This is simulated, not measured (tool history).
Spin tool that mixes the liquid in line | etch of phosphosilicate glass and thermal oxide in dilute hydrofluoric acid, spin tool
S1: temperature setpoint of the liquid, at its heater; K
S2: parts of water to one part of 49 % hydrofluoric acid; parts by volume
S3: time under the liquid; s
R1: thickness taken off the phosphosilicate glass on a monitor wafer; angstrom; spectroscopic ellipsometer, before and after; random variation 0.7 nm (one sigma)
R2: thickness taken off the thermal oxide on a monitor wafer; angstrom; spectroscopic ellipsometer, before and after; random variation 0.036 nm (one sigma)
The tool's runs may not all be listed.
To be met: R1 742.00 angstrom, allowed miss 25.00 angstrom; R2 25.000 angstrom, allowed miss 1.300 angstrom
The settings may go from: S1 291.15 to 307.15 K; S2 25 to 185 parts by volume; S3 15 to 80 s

run 1 hour=0.0 | S1=299.15 S2=105 S3=40 | R1=559.05 R2=19.013
run 2 hour=3.4 | S1=300.65 S2=105 S3=40 | R1=593.83 R2=20.367
run 3 hour=6.0 | S1=301.65 S2=105 S3=40 | R1=612.81 R2=20.648
run 4 hour=11.9 | S1=301.65 S2=140 S3=40 | R1=449.92 R2=15.296
-- hour=20.2 hydrofluoric acid flow meter replaced
run 5 hour=20.2 | S1=301.65 S2=140 S3=50 | R1=503.09 R2=16.791
run 6 hour=24.4 | S1=303.65 S2=140 S3=50 | R1=538.30 R2=17.878
run 7 hour=25.3 | S1=304.15 S2=135 S3=50 | R1=567.99 R2=19.227
run 8 hour=29.4 | S1=304.65 S2=130 S3=50 | R1=601.98 R2=19.945

4 next moves are on the table. One of them brings every result within its allowed miss. Which?
run A hour=33.5 | S1=306.15 S2=135 S3=60 | R1=? R2=?
run B hour=33.5 | S1=305.65 S2=120 S3=35 | R1=? R2=?
run C hour=33.5 | S1=302.15 S2=120 S3=55 | R1=? R2=?
run D hour=33.5 | S1=307.15 S2=165 S3=45 | R1=? R2=?

move=A R1=733.01 R2=24.562
move=B R1=482.86 R2=16.180
move=C R1=667.59 R2=22.370
move=D R1=446.31 R2=14.955
A: meets every target
B: further off than the last run
C: nearer than the last run, and not there yet
D: further off than the last run
Move A is the one to make.
